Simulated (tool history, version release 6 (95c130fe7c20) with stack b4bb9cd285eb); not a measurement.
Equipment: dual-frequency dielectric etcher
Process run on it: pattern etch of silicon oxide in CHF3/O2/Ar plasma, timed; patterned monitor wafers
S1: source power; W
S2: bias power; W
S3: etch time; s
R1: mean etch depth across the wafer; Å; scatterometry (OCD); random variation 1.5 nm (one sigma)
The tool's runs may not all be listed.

{"run": 1, "hour": 0.0, "S1": 520, "S2": 219, "S3": 315.5, "R1": 6389.9}
{"run": 2, "hour": 1.5, "S1": 480, "S2": 211, "S3": 314.5, "R1": 6116.8}
{"run": 3, "hour": 2.7, "S1": 480, "S2": 241, "S3": 314.5, "R1": 6503.9}
{"run": 4, "hour": 4.6, "S1": 480, "S2": 241, "S3": 315.5, "R1": 6502.7}
{"run": 5, "hour": 10.6, "S1": 450, "S2": 229, "S3": 314.5, "R1": 6241.5}
{"run": 6, "hour": 16.4, "S1": 520, "S2": 229, "S3": 314.5, "R1": 6463.1}
{"run": 7, "hour": 21.5, "S1": 490, "S2": 215, "S3": 313.0, "R1": 6172.3}
{"run": 8, "hour": 25.4, "S1": 460, "S2": 207, "S3": 312.5, "R1": 5998.6}
{"run": 9, "hour": 31.9, "S1": 430, "S2": 199, "S3": 312.0, "R1": 5755.1}

Run 10 is up next; what results do you expect?
{"run": 10, "hour": 40.1, "S1": 410, "S2": 196, "S3": 311.5, "R1": "?"}

R1: 5652.7 Å
